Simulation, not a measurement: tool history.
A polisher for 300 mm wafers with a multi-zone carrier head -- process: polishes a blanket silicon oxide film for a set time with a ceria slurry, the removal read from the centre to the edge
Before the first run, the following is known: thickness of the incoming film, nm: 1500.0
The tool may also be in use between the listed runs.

run  hour  flow of slurry (ml/min)  pressure of the head's centre zone  pressure of the head's middle zone  pressure of the head's edge zone  polishing time (s)  film removed at the wafer's centre (angstrom)  film removed at mid-radius (angstrom)  film removed at the wafer's edge (angstrom)
  1   0.0                      200                                1.00                                1.00                              1.00                  77                                         3525.0                                 3471.4                                       3506.7
  2   3.8                      200                                1.00                                1.00                              1.06                  77                                         3477.1                                 3439.3                                       3528.2
  3   9.0                      200                                1.00                                1.00                              1.00                  77                                         3533.1                                 3428.0                                       3404.1
  4  14.6                      220                                1.00                                1.00                              1.00                  77                                         3604.1                                 3528.1                                       3531.9
  5  15.6                      240                                1.00                                1.00                              1.00                  77                                         3635.1                                 3546.9                                       3519.5
  6  19.8                      240                                1.00                                1.00                              1.01                  78                                         3640.4                                 3549.1                                       3594.3
  7  26.0                      240                                1.00                                1.00                              1.01                  78                                         3671.1                                 3552.4                                       3614.2
  8  27.6                      245                                1.00                                1.00                              1.02                  78                                         3710.8                                 3575.7                                       3558.4
  9  32.3                      240                                1.00                                0.99                              1.03                  79                                         3716.5                                 3623.8                                       3700.9
 10  35.5                      245                                1.00                                0.99                              1.04                  79                                         3744.6                                 3620.2                                       3682.2

Expected results for the next run?
 11  37.5                      250                                1.00                                0.99                              1.05                  79                                              ?                                      ?                                            ?

{"run 11": {"film removed at the wafer's centre (angstrom)": 3751.7, "film removed at mid-radius (angstrom)": 3557.4, "film removed at the wafer's edge (angstrom)": 3667.1}}
